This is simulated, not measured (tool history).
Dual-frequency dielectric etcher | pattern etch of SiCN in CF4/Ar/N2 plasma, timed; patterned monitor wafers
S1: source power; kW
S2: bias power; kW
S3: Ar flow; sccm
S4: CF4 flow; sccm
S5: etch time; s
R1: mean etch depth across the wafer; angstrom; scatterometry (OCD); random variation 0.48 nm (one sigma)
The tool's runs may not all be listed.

{"run": 1, "day": 0.0, "S1": 0.39, "S2": 0.083, "S3": 101, "S4": 75, "S5": 64, "R1": 535.9}
{"run": 2, "day": 0.275, "S1": 0.41, "S2": 0.084, "S3": 101, "S4": 75, "S5": 64, "R1": 558.94}
{"run": 3, "day": 0.579, "S1": 0.37, "S2": 0.084, "S3": 101, "S4": 75, "S5": 64, "R1": 501.93}
{"run": 4, "day": 0.771, "S1": 0.37, "S2": 0.084, "S3": 107, "S4": 75, "S5": 64, "R1": 506.13}
{"run": 5, "day": 0.992, "S1": 0.4, "S2": 0.085, "S3": 107, "S4": 75, "S5": 64, "R1": 551.04}
{"run": 6, "day": 1.308, "S1": 0.4, "S2": 0.085, "S3": 96, "S4": 75, "S5": 64, "R1": 561.38}
{"run": 7, "day": 1.504, "S1": 0.42, "S2": 0.085, "S3": 96, "S4": 75, "S5": 64, "R1": 584.86}
{"run": 8, "day": 1.804, "S1": 0.44, "S2": 0.085, "S3": 96, "S4": 75, "S5": 64, "R1": 615.29}
{"run": 9, "day": 2.121, "S1": 0.45, "S2": 0.085, "S3": 96, "S4": 75, "S5": 64, "R1": 629.34}

The next listed run, before its measurement:
{"run": 10, "day": 2.212, "S1": 0.52, "S2": 0.087, "S3": 96, "S4": 75, "S5": 64, "R1": "?"}

R1: 739.6 angstrom

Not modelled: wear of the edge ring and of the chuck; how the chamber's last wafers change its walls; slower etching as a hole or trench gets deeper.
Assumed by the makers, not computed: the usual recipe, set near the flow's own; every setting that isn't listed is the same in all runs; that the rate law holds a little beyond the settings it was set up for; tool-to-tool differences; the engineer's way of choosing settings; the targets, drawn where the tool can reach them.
